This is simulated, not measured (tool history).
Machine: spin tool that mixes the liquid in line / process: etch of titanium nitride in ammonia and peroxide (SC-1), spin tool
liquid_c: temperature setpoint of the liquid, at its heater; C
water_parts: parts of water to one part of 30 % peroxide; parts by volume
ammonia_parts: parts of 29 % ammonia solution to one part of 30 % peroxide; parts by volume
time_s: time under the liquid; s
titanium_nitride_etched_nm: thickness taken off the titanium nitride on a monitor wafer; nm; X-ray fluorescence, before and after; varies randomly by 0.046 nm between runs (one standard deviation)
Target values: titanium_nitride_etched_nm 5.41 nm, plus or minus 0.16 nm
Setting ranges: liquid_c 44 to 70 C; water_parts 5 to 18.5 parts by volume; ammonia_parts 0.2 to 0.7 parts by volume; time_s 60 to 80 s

run,day,liquid_c,water_parts,ammonia_parts,time_s,titanium_nitride_etched_nm
1,0,60,10.5,0.4,80,7.9648
2,0.162,60,10.5,0.4,80,7.9177
3,0.479,60,10.5,0.4,80,7.9133
4,0.721,53.5,10.5,0.4,80,5.0714
5,0.912,53.5,12,0.4,80,4.712
6,1.058,53.5,12,0.4,80,4.6892
7,1.383,54,12,0.4,80,4.8295
8,1.446,54.5,12,0.4,80,5.1476

4 candidate next runs follow, results not yet known. Just one meets every target within its allowed miss. Identify it.
A,1.508,56,14.5,0.35,80,?
B,1.508,56.5,12.5,0.4,80,?
C,1.508,57.5,13.5,0.35,75,?
D,1.508,55.5,11,0.45,80,?

move,titanium_nitride_etched_nm
A,5.0188
B,5.7705
C,5.418
D,5.8951
A: further off than the last run
B: carries the result that was furthest off beyond its target, to the other side
C: all results in spec
D: carries the result that was furthest off beyond its target, to the other side
So the answer is move C, the one that meets all the targets.

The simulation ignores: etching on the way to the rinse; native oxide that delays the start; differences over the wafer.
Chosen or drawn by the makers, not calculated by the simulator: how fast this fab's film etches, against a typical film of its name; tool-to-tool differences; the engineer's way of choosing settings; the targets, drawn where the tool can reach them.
